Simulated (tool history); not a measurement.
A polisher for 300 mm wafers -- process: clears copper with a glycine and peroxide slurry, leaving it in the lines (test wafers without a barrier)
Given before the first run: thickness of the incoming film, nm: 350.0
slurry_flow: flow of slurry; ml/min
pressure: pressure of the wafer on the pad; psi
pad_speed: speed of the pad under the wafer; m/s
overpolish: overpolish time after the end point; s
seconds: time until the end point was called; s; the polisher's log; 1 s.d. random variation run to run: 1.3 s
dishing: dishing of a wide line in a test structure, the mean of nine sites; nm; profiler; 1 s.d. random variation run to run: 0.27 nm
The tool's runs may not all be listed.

run 1 hour=0.0 | slurry_flow=220 pressure=2.0 pad_speed=0.78 overpolish=19 | seconds=106.27 dishing=38.409
run 2 hour=6.6 | slurry_flow=220 pressure=2.0 pad_speed=0.78 overpolish=17 | seconds=105.87 dishing=35.660
run 3 hour=10.8 | slurry_flow=220 pressure=1.6 pad_speed=0.78 overpolish=17 | seconds=124.32 dishing=32.050
run 4 hour=19.0 | slurry_flow=220 pressure=1.6 pad_speed=0.78 overpolish=16 | seconds=126.85 dishing=30.473
run 5 hour=26.0 | slurry_flow=220 pressure=1.6 pad_speed=0.78 overpolish=10 | seconds=126.51 dishing=21.146
run 6 hour=33.4 | slurry_flow=220 pressure=1.7 pad_speed=0.78 overpolish=10 | seconds=120.49 dishing=21.747
run 7 hour=38.4 | slurry_flow=220 pressure=1.8 pad_speed=0.78 overpolish=10 | seconds=114.39 dishing=22.746

Expected results for the next run?
run 8 hour=45.4 | slurry_flow=220 pressure=1.9 pad_speed=0.78 overpolish=11 | seconds=? dishing=?

For run 8 the tool returned seconds 110.89 s, dishing 25.386 nm.
